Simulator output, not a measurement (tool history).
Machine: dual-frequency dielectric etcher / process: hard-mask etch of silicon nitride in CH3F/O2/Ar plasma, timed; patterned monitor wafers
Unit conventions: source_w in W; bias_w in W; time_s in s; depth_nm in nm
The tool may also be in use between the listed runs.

{"run": 1, "day": 0.0, "source_w": 540, "bias_w": 59, "time_s": 142, "depth_nm": 104.4}
{"run": 2, "day": 0.025, "source_w": 540, "bias_w": 50, "time_s": 142, "depth_nm": 98.466}
{"run": 3, "day": 0.221, "source_w": 540, "bias_w": 50, "time_s": 142, "depth_nm": 99.237}
{"run": 4, "day": 0.325, "source_w": 510, "bias_w": 49, "time_s": 142, "depth_nm": 94.641}
{"run": 5, "day": 0.417, "source_w": 490, "bias_w": 49, "time_s": 142, "depth_nm": 92.732}
{"run": 6, "day": 0.592, "source_w": 530, "bias_w": 49, "time_s": 142, "depth_nm": 97.011}
{"run": 7, "day": 0.946, "source_w": 510, "bias_w": 49, "time_s": 142, "depth_nm": 95.892}
{"run": 8, "day": 1.208, "source_w": 400, "bias_w": 43, "time_s": 140.5, "depth_nm": 76.877}

Run 9, settings as shown, results not yet in. Your forecast:
{"run": 9, "day": 1.442, "source_w": 410, "bias_w": 43, "time_s": 140.5, "depth_nm": "?"}

Logged for run 9: depth_nm 78.391 nm.
